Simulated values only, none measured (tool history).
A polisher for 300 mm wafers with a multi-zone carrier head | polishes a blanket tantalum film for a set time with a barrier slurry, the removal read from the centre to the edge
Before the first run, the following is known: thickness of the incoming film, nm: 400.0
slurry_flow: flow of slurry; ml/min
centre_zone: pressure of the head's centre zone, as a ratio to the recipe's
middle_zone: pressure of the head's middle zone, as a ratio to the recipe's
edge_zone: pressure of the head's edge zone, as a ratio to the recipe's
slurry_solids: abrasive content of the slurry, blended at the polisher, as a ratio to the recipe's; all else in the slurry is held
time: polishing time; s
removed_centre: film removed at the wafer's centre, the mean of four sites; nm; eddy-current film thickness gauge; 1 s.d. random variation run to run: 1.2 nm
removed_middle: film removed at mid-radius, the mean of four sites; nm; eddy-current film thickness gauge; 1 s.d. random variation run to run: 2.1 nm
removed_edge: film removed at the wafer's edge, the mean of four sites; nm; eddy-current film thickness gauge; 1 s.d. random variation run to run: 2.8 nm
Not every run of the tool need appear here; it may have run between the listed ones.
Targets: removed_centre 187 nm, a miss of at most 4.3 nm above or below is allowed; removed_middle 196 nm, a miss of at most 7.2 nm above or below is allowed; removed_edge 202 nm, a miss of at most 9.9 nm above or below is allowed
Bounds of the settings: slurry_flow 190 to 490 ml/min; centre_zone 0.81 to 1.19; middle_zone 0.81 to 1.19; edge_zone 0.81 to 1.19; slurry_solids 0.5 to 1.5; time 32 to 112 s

run    day  slurry_flow  centre_zone  middle_zone  edge_zone  slurry_solids  time  removed_centre  removed_middle  removed_edge
  1      0          315            1            1          1              1    72          153.14          147.74        138.56
  2  0.229          310         0.99            1       1.02           1.05    73          155.08          154.28        146.05
  3  0.479          305         0.99            1       1.04            1.1    74          158.86          155.93        150.78
  4  0.679          305         0.99         1.01       1.06           1.15    75          161.87          161.88        158.95
  5  0.929          305         1.07         1.01       1.06           1.15    75          174.92          157.09         155.7
  6  1.179          310         1.06         1.02       1.08            1.2    75          175.86          162.63        154.47
  7  1.304          300         1.05         1.02       1.09           1.25    76          176.37          169.41        161.49
  8  1.579          295         1.04         1.01        1.1            1.3    77          177.77          171.49        164.64

Next run, 4 choices. One meets every target within its allowed miss, the rest don't. Which?
  A  1.854          280         0.92         1.13       1.07            1.5    83               ?               ?             ?
  B  1.854          300         0.93         0.99       1.19            1.4    88               ?               ?             ?
  C  1.854          190         0.97         1.01       1.15           1.25    85               ?               ?             ?
  D  1.854          235         1.15         0.94       1.11            1.3    72               ?               ?             ?

move  removed_centre  removed_middle  removed_edge
   A          174.29          208.18         185.3
   B          185.21          195.55         203.7
   C          173.53          179.42        183.08
   D          180.25          147.37        156.83
A: moves toward the targets from the last run without getting all of them in spec
B: every result within its allowed miss
C: moves toward the targets from the last run without getting all of them in spec
D: moves away from the targets compared with the last run
Move B is the one to make.

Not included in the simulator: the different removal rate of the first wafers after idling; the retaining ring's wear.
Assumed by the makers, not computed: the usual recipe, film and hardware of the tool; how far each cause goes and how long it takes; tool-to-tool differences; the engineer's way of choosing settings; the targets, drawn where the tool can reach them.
